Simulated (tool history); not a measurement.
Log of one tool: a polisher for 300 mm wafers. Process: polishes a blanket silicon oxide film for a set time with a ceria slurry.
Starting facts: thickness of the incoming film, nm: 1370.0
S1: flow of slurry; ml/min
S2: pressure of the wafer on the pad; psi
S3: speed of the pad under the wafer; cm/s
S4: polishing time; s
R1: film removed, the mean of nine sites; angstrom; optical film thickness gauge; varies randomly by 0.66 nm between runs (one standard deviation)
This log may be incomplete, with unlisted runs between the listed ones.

| run | hour | S1 | S2 | S3 | S4 | R1 |
|---|---|---|---|---|---|---|
| 1 | 0 | 175 | 3.3 | 86 | 42 | 1451.1 |
| 2 | 3.7 | 175 | 3.1 | 84 | 42 | 1359.7 |
| 3 | 7 | 175 | 2.9 | 82 | 42 | 1219.3 |
| 4 | 10.7 | 175 | 2.5 | 82 | 42 | 1106.8 |
| 5 | 12 | 175 | 2.5 | 82 | 37 | 980.2 |
| 6 | 12.7 | 175 | 2.4 | 82 | 37 | 950.99 |
| 7 | 15 | 175 | 2.3 | 82 | 37 | 944.26 |

What does the tool deliver on the next run?
| 8 | 21.5 | 160 | 1.5 | 70 | 37 | ? |

R1: 603.45 angstrom

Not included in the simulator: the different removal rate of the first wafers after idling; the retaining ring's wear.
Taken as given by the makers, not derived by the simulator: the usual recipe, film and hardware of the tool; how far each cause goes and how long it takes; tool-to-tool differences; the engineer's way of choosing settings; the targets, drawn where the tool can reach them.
